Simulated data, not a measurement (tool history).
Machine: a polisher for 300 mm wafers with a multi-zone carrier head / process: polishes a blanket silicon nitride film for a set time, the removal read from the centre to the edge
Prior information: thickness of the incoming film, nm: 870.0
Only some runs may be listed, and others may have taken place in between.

run  hour  flow of slurry (ml/min)  pressure of the head's centre zone  pressure of the head's middle zone  pressure of the head's edge zone  polishing time (s)  film removed at the wafer's centre (angstrom)  film removed at mid-radius (angstrom)  film removed at the wafer's edge (angstrom)
  1     0                      140                                   1                                   1                                 1                  76                                          813.2                                 855.69                                       878.61
  2     4                      150                                1.04                                0.98                              1.03                  82                                         951.25                                 911.69                                       961.13
  3   5.9                      150                                1.07                                0.98                              1.03                  82                                          968.7                                 893.31                                       943.95
  4  10.4                      155                                1.08                                0.96                              1.06                  88                                         1059.8                                 972.01                                       1037.3
  5  18.2                      160                                1.09                                0.93                              1.08                  93                                           1147                                 1003.3                                       1113.1
  6  25.3                      165                                 1.1                                0.92                               1.1                  96                                         1189.8                                 1014.1                                       1189.2

Run 7, settings as shown, results not yet in. Your forecast:
  7  30.4                      170                                1.12                                0.93                              1.11                  98                                              ?                                      ?                                            ?

film removed at the wafer's centre (angstrom): 1232.4
film removed at mid-radius (angstrom): 1056.1
film removed at the wafer's edge (angstrom): 1216.5
